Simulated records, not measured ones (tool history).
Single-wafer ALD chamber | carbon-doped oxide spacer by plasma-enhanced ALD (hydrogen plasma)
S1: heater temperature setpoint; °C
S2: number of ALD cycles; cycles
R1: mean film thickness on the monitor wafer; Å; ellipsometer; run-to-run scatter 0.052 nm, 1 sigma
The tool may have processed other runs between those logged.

| run | hour | S1 | S2 | R1 |
|---|---|---|---|---|
| 1 | 0 | 390 | 333 | 162.92 |
| 2 | 6.1 | 390 | 361 | 175.37 |
| 3 | 15 | 390 | 408 | 200.45 |
| 4 | 17 | 386 | 408 | 198.98 |
| 5 | 23.5 | 385 | 372 | 181.55 |
| 6 | 27.9 | 385 | 391 | 191.26 |

Estimate the outcome of run 7 from the log above:
| 7 | 30.4 | 385 | 338 | ? |

R1: 163.97 Å

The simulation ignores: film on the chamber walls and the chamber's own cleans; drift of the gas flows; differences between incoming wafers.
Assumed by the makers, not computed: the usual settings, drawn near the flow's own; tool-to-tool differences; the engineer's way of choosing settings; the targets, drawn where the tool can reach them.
